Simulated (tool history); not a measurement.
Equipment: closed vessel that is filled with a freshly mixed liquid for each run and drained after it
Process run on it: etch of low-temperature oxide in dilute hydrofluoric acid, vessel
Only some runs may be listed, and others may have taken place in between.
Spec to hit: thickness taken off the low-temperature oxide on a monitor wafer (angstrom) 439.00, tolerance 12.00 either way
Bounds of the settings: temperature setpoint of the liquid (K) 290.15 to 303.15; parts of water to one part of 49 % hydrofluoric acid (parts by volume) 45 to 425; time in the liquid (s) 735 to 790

run	hour	temperature setpoint of the liquid (K)	parts of water to one part of 49 % hydrofluoric acid (parts by volume)	time in the liquid (s)	thickness taken off the low-temperature oxide on a monitor wafer (angstrom)
1	0.0	295.15	235	735	548.60
2	4.2	293.65	240	735	508.55
3	9.8	293.65	200	735	635.34
4	13.4	293.65	130	735	1048.10
5	17.8	293.65	60	735	2474.30
6	18.7	292.65	110	735	1216.30
7	26.9	291.65	140	735	882.13
8	32.4	291.15	160	735	747.11

5 next moves are on the table. One of them brings every result within its allowed miss. Which?
A	37.9	291.65	195	735	?
B	37.9	290.65	245	735	?
C	37.9	294.15	110	790	?
D	37.9	293.15	105	790	?
E	37.9	292.15	245	735	?

move	thickness taken off the low-temperature oxide on a monitor wafer (angstrom)
A	605.72
B	442.84
C	1392.20
D	1408.20
E	469.09
A: nearer the targets than the last run, but a result is still out of spec
B: every result within its allowed miss
C: lands further from the targets than the last run did
D: lands further from the targets than the last run did
E: nearer the targets than the last run, but a result is still out of spec
B is the move that brings every result within its allowed miss.
